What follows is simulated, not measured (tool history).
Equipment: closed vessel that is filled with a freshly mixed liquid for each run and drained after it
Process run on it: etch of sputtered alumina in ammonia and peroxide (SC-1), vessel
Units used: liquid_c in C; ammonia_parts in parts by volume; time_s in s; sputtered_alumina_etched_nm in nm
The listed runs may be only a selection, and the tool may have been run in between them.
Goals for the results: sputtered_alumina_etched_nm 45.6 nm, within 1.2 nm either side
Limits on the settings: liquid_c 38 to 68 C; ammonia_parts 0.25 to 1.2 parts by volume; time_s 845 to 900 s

run	hour	liquid_c	ammonia_parts	time_s	sputtered_alumina_etched_nm
1	0	52	0.95	845	59.446
2	6.8	52	0.85	845	59.581
3	11.9	56.5	0.85	845	75.045
4	19.6	60.5	0.85	845	91.818
5	20.9	56	0.85	845	73.144
6	25.8	53	0.85	845	62.265
7	30.3	46	0.85	845	42.623
8	36.9	46.5	0.85	845	43.65

Below are 5 possible settings for the next run. Only one of them brings all results inside the allowed miss of their targets. Which is it?
A	43.5	46	0.8	845	?
B	43.5	45.5	0.85	880	?
C	43.5	48	0.25	845	?
D	43.5	46	1	900	?
E	43.5	44.5	0.75	890	?

move	sputtered_alumina_etched_nm
A	41.694
B	42.453
C	41.76
D	45.362
E	40.078
A: further off than the last run
B: further off than the last run
C: further off than the last run
D: each result inside its tolerance
E: further off than the last run
Correct choice: D, which meets every target

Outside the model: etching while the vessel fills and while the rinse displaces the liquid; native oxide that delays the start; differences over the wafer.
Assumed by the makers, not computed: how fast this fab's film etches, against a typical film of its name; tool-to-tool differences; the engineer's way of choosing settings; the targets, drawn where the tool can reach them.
